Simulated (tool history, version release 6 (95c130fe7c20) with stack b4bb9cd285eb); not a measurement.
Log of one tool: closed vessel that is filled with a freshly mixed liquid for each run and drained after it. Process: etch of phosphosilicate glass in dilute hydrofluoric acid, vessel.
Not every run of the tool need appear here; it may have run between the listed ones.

run	hour	temperature setpoint of the liquid (K)	parts of water to one part of 49 % hydrofluoric acid (parts by volume)	time in the liquid (s)	thickness taken off the phosphosilicate glass on a monitor wafer (angstrom)
1	0	299.15	85	95	1755.7
2	2.3	299.15	70	95	2112.4
3	6.8	297.65	75	95	1881.3
4	9.5	296.65	80	95	1719.6
5	14.3	295.65	85	95	1519.8
6	20.5	295.65	85	95	1521.7
7	29.6	294.65	85	95	1445.1
8	36.1	294.15	85	95	1427.2
9	44.8	293.65	85	95	1386.5
10	46.3	293.15	85	95	1366.8

What will run 11 give?
11	53.6	292.65	85	95	?

Run 11 measured thickness taken off the phosphosilicate glass on a monitor wafer (angstrom) 1340.3.
